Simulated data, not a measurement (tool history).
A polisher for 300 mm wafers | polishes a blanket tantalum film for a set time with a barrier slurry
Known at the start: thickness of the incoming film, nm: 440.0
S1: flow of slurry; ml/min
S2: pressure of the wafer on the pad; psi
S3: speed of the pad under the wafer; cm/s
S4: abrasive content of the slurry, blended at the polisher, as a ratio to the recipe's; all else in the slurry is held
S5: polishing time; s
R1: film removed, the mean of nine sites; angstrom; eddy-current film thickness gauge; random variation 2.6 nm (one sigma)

run  hour   S1   S2   S3   S4   S5      R1
  1   0.0  155  1.5  112  1.0   97  1242.0
  2   6.9  155  1.5  112  1.1   97  1281.4
  3   7.8  155  1.5  112  1.1  102  1341.0
  4  10.5  155  1.2  112  1.1  102  1084.7
  5  18.3  155  1.3  112  1.1  102  1162.3
  6  20.4  155  1.4  112  1.1  102  1239.8
  7  23.8  155  1.5  112  1.1  102  1338.7
  8  25.0  155  1.6  112  1.1  102  1380.7

The next listed run, before its measurement:
  9  33.4  155  1.7  112  1.1  102   ?

{"run 9": {"R1": 1491.9}}
